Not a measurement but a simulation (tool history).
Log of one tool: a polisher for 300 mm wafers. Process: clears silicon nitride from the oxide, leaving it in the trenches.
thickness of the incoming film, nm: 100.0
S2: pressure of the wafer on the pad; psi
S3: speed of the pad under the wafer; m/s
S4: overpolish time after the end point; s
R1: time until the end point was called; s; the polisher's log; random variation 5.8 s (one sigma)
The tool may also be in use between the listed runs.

{"run": 1, "day": 0.0, "flow of slurry (ml/min)": 215, "S2": 2.6, "S3": 1.2, "S4": 7, "R1": 97.665}
{"run": 2, "day": 0.179, "flow of slurry (ml/min)": 215, "S2": 3.1, "S3": 1.2, "S4": 7, "R1": 85.069}
{"run": 3, "day": 0.208, "flow of slurry (ml/min)": 185, "S2": 2.5, "S3": 0.98, "S4": 7, "R1": 129.22}
{"run": 4, "day": 0.283, "flow of slurry (ml/min)": 175, "S2": 2.1, "S3": 0.84, "S4": 7, "R1": 180.4}
{"run": 5, "day": 0.429, "flow of slurry (ml/min)": 175, "S2": 2.5, "S3": 0.84, "S4": 7, "R1": 151.97}
{"run": 6, "day": 0.692, "flow of slurry (ml/min)": 150, "S2": 2.5, "S3": 0.84, "S4": 7, "R1": 147.85}
{"run": 7, "day": 0.788, "flow of slurry (ml/min)": 150, "S2": 2.1, "S3": 0.78, "S4": 7, "R1": 192.8}
{"run": 8, "day": 0.817, "flow of slurry (ml/min)": 150, "S2": 1.8, "S3": 0.76, "S4": 7, "R1": 234.57}
{"run": 9, "day": 0.938, "flow of slurry (ml/min)": 150, "S2": 1.6, "S3": 0.76, "S4": 7, "R1": 267.96}

Forecast run 10:
{"run": 10, "day": 1.108, "flow of slurry (ml/min)": 150, "S2": 1.5, "S3": 0.76, "S4": 7, "R1": "?"}

Run 10 gave R1 270.670 s.
